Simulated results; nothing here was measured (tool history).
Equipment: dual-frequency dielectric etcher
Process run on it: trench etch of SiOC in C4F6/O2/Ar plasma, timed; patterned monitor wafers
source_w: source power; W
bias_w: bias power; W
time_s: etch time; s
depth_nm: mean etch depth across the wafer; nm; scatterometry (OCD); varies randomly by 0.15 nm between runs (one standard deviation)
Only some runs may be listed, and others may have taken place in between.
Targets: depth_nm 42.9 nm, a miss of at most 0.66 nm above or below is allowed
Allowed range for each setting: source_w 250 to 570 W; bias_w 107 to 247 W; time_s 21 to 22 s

Run 1, hour 0: source_w 410 W, bias_w 177 W, time_s 21 s. Result: depth_nm 41.505 nm.
Run 2, hour 1.9: source_w 420 W, bias_w 177 W, time_s 21 s. Result: depth_nm 41.571 nm.
Run 3, hour 3.4: source_w 420 W, bias_w 165 W, time_s 21 s. Result: depth_nm 41.247 nm.
Run 4, hour 6.4: source_w 430 W, bias_w 166 W, time_s 21 s. Result: depth_nm 41.47 nm.
Run 5, hour 14.8: source_w 370 W, bias_w 166 W, time_s 21 s. Result: depth_nm 39.615 nm.
Run 6, hour 20.4: source_w 370 W, bias_w 147 W, time_s 21 s. Result: depth_nm 38.519 nm.
Run 7, hour 24: source_w 390 W, bias_w 149 W, time_s 21 s. Result: depth_nm 39.361 nm.
Run 8, hour 30.3: source_w 410 W, bias_w 150 W, time_s 21 s. Result: depth_nm 40.311 nm.

Which of these 4 next moves meets every target?
Run A, hour 36.6: source_w 370 W, bias_w 139 W, time_s 21.5 s. Result: depth_nm ?.
Run B, hour 36.6: source_w 420 W, bias_w 149 W, time_s 21.5 s. Result: depth_nm ?.
Run C, hour 36.6: source_w 410 W, bias_w 149 W, time_s 21.5 s. Result: depth_nm ?.
Run D, hour 36.6: source_w 450 W, bias_w 137 W, time_s 22 s. Result: depth_nm ?.

move  depth_nm
   A    38.806
   B    41.118
   C    40.758
   D    42.544
A: lands further from the targets than the last run did
B: closer than the last run, but not yet in spec
C: closer than the last run, but not yet in spec
D: meets every target
The right move is D.
